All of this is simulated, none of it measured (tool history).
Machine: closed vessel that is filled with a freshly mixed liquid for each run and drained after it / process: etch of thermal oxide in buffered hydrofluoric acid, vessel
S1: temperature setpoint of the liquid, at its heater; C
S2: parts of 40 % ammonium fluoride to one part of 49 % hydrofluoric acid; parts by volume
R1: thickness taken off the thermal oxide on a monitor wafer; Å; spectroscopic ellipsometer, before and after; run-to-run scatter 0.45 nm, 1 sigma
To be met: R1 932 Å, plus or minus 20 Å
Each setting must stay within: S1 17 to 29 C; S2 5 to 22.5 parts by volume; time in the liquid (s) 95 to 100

Run 1, hour 0: S1 21 C, S2 13.5 parts by volume, time in the liquid (s) 95. Result: R1 655.55 Å.
Run 2, hour 4.7: S1 23 C, S2 13.5 parts by volume, time in the liquid (s) 95. Result: R1 733.93 Å.
Run 3, hour 6.2: S1 23 C, S2 12 parts by volume, time in the liquid (s) 95. Result: R1 825.53 Å.
Run 4, hour 14.4: S1 20 C, S2 12 parts by volume, time in the liquid (s) 95. Result: R1 696.7 Å.
Run 5, hour 23: S1 17.5 C, S2 12 parts by volume, time in the liquid (s) 95. Result: R1 600.3 Å.
Run 6, hour 27.8: S1 20 C, S2 12 parts by volume, time in the liquid (s) 95. Result: R1 701.74 Å.
Run 7, hour 30: S1 21.5 C, S2 12 parts by volume, time in the liquid (s) 95. Result: R1 762.27 Å.
Run 8, hour 37.5: S1 22.5 C, S2 12 parts by volume, time in the liquid (s) 95. Result: R1 801.06 Å.
Run 9, hour 42.8: S1 23.5 C, S2 12 parts by volume, time in the liquid (s) 95. Result: R1 847.19 Å.
Run 10, hour 50: S1 24 C, S2 12 parts by volume, time in the liquid (s) 95. Result: R1 862.28 Å.
Run 11, hour 57: S1 24.5 C, S2 12 parts by volume, time in the liquid (s) 95. Result: R1 899.16 Å.

Which of these 5 next moves meets every target?
Run A, hour 64: S1 26 C, S2 12.5 parts by volume, time in the liquid (s) 95. Result: R1 ?.
Run B, hour 64: S1 22.5 C, S2 11.5 parts by volume, time in the liquid (s) 100. Result: R1 ?.
Run C, hour 64: S1 23.5 C, S2 12 parts by volume, time in the liquid (s) 100. Result: R1 ?.
Run D, hour 64: S1 21.5 C, S2 10.5 parts by volume, time in the liquid (s) 95. Result: R1 ?.
Run E, hour 64: S1 25.5 C, S2 13 parts by volume, time in the liquid (s) 95. Result: R1 ?.

move      R1
   A  929.91
   B  877.62
   C   889.4
   D  862.11
   E  871.08
A: all results in spec
B: lands further from the targets than the last run did
C: lands further from the targets than the last run did
D: lands further from the targets than the last run did
E: lands further from the targets than the last run did
So the answer is move A, the one that meets all the targets.
